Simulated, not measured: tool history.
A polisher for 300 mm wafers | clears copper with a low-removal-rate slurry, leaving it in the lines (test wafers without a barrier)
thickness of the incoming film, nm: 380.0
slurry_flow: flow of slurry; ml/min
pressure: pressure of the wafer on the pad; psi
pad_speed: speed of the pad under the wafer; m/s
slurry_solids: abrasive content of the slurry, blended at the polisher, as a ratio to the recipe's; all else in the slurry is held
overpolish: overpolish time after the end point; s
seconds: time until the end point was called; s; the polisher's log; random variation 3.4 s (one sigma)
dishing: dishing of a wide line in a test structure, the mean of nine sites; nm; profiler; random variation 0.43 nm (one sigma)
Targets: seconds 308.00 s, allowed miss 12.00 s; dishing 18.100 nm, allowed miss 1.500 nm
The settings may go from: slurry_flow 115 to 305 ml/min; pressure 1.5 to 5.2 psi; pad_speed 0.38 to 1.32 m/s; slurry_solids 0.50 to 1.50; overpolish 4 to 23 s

| run | hour | slurry_flow | pressure | pad_speed | slurry_solids | overpolish | seconds | dishing |
|---|---|---|---|---|---|---|---|---|
| 1 | 0.0 | 195 | 3.3 | 0.84 | 1.00 | 12 | 184.25 | 18.745 |
| 2 | 6.4 | 195 | 3.3 | 0.68 | 1.00 | 12 | 224.88 | 16.490 |
| 3 | 15.2 | 195 | 3.3 | 0.54 | 1.00 | 12 | 285.08 | 13.008 |
| 4 | 19.3 | 195 | 3.2 | 0.54 | 1.00 | 13 | 285.38 | 13.467 |
| 5 | 28.2 | 195 | 3.2 | 0.54 | 0.80 | 13 | 306.17 | 12.809 |
| 6 | 33.8 | 195 | 3.2 | 0.54 | 0.80 | 14 | 309.02 | 13.330 |
|  | 39.4 | worn pad replaced by a new one |
| 7 | 39.4 | 195 | 3.2 | 0.54 | 0.80 | 15 | 291.26 | 15.333 |
| 8 | 42.1 | 190 | 3.1 | 0.54 | 0.80 | 16 | 294.52 | 16.305 |

Which of these 5 next moves meets every target?
| A | 44.8 | 150 | 4.1 | 0.48 | 0.95 | 15 | ? | ? |
| B | 44.8 | 180 | 2.8 | 0.58 | 0.70 | 14 | ? | ? |
| C | 44.8 | 220 | 2.9 | 0.52 | 0.80 | 19 | ? | ? |
| D | 44.8 | 200 | 2.9 | 0.62 | 0.85 | 15 | ? | ? |
| E | 44.8 | 280 | 2.8 | 0.56 | 1.15 | 15 | ? | ? |

| move | seconds | dishing |
|---|---|---|
| A | 266.99 | 16.530 |
| B | 304.83 | 13.617 |
| C | 311.82 | 17.741 |
| D | 262.78 | 16.699 |
| E | 264.26 | 16.604 |
A: further off than the last run
B: further off than the last run
C: meets every target
D: brings the result that was furthest off to its target, and leaves another outside
E: brings the result that was furthest off to its target, and leaves another outside
The right move is C.

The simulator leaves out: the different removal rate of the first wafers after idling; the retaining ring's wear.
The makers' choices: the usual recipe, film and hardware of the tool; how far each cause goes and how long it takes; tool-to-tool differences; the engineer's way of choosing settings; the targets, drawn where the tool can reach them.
